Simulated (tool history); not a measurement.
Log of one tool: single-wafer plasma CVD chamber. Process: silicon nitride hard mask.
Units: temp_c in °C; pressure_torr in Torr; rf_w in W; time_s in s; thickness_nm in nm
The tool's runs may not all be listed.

{"run": 1, "hour": 0.0, "temp_c": 415, "pressure_torr": 1.28, "rf_w": 275, "time_s": 32, "thickness_nm": 36.38}
{"run": 2, "hour": 5.7, "temp_c": 421, "pressure_torr": 1.28, "rf_w": 275, "time_s": 32, "thickness_nm": 36.773}
{"run": 3, "hour": 6.2, "temp_c": 430, "pressure_torr": 1.28, "rf_w": 275, "time_s": 32, "thickness_nm": 36.41}
{"run": 4, "hour": 8.2, "temp_c": 430, "pressure_torr": 1.28, "rf_w": 275, "time_s": 32, "thickness_nm": 36.453}
{"run": 5, "hour": 11.0, "temp_c": 430, "pressure_torr": 1.42, "rf_w": 280, "time_s": 32, "thickness_nm": 38.193}
{"run": 6, "hour": 12.3, "temp_c": 430, "pressure_torr": 1.52, "rf_w": 285, "time_s": 32, "thickness_nm": 39.782}
{"run": 7, "hour": 16.3, "temp_c": 430, "pressure_torr": 1.58, "rf_w": 285, "time_s": 32, "thickness_nm": 40.047}
{"run": 8, "hour": 17.2, "temp_c": 430, "pressure_torr": 1.63, "rf_w": 285, "time_s": 32, "thickness_nm": 40.132}
{"run": 9, "hour": 25.8, "temp_c": 430, "pressure_torr": 1.67, "rf_w": 290, "time_s": 32, "thickness_nm": 41.06}
{"run": 10, "hour": 29.2, "temp_c": 430, "pressure_torr": 1.7, "rf_w": 290, "time_s": 32, "thickness_nm": 41.261}

Run 11 comes next. What will it give?
{"run": 11, "hour": 29.9, "temp_c": 430, "pressure_torr": 1.72, "rf_w": 290, "time_s": 32, "thickness_nm": "?"}

Run 11 gave thickness_nm 41.356 nm.

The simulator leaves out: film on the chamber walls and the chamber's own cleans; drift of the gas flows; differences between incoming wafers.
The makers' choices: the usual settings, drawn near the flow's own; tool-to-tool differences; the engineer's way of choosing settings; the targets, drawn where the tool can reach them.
